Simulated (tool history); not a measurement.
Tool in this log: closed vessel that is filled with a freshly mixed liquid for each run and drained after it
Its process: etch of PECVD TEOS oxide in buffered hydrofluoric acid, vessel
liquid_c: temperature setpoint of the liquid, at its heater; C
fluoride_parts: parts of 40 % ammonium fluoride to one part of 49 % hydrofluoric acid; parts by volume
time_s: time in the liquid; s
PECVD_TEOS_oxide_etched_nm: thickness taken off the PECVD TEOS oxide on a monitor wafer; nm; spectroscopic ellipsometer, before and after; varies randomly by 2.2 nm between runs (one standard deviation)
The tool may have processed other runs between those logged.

run  hour  liquid_c  fluoride_parts  time_s  PECVD_TEOS_oxide_etched_nm
  1   0.0      20.0             8.5      95                      164.13
  2   7.5      17.5             8.5      95                      145.05
  3  14.1      17.5             8.5     105                      155.56
  4  18.6      18.0             8.5     105                      164.72
  5  24.4      18.0             8.5      95                      149.14
  6  31.8      18.0            10.0      95                      129.29
  7  34.4      18.0            10.0      95                      129.44

Predict the results of run 8:
  8  43.1      19.0            10.0      95                           ?

Logged for run 8: PECVD_TEOS_oxide_etched_nm 138.49 nm.
